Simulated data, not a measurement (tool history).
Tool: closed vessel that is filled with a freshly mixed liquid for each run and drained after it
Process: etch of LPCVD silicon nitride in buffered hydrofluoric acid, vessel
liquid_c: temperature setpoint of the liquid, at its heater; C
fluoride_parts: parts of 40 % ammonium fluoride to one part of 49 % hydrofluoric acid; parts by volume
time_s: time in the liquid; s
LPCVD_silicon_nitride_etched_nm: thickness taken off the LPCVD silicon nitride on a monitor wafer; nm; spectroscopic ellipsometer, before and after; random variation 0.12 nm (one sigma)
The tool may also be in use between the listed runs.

run	day	liquid_c	fluoride_parts	time_s	LPCVD_silicon_nitride_etched_nm
1	0	23	22.5	1215	9.5323
2	0.212	23	18.5	1215	11.048
3	0.533	20.5	18.5	1215	9.5749
4	0.879	20.5	24	1215	7.8198
5	1.067	20.5	24	1305	8.3736
6	1.179	20.5	30	1305	7.2693
7	1.5	24.5	23	1305	10.838
8	1.862	26	21	1305	12.57
9	2.038	27.5	19.5	1305	14.38
10	2.388	28.5	18.5	1305	16.064

Forecast run 11:
11	2.621	29	18	1305	?

{"run 11": {"LPCVD_silicon_nitride_etched_nm": 16.868}}
